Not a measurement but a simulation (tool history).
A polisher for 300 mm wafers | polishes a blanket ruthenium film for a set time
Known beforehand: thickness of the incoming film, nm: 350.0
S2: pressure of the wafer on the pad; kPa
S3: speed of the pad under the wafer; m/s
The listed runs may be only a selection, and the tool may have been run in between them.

run 1 hour=0 | flow_of_slurry_(ml/min)=160 S2=10.3 S3=1.16 polishing_time_(s)=53 | film_removed_(nm)=42.203
run 2 hour=3.5 | flow_of_slurry_(ml/min)=160 S2=11 S3=1.16 polishing_time_(s)=53 | film_removed_(nm)=44.43
run 3 hour=7.1 | flow_of_slurry_(ml/min)=155 S2=10.3 S3=1.16 polishing_time_(s)=53 | film_removed_(nm)=40.891
run 4 hour=9.1 | flow_of_slurry_(ml/min)=155 S2=12.4 S3=1.16 polishing_time_(s)=53 | film_removed_(nm)=48.672
run 5 hour=16.6 | flow_of_slurry_(ml/min)=180 S2=12.4 S3=1.16 polishing_time_(s)=53 | film_removed_(nm)=48.99
run 6 hour=18.9 | flow_of_slurry_(ml/min)=180 S2=11 S3=1.14 polishing_time_(s)=53 | film_removed_(nm)=45.185
run 7 hour=22.7 | flow_of_slurry_(ml/min)=175 S2=11 S3=1.14 polishing_time_(s)=53 | film_removed_(nm)=44.067
run 8 hour=25.1 | flow_of_slurry_(ml/min)=165 S2=10.3 S3=1.14 polishing_time_(s)=53 | film_removed_(nm)=42.502

Run 9 comes next. What will it give?
run 9 hour=26.4 | flow_of_slurry_(ml/min)=165 S2=10.3 S3=1.14 polishing_time_(s)=53 | film_removed_(nm)=?

film removed (nm): 40.916
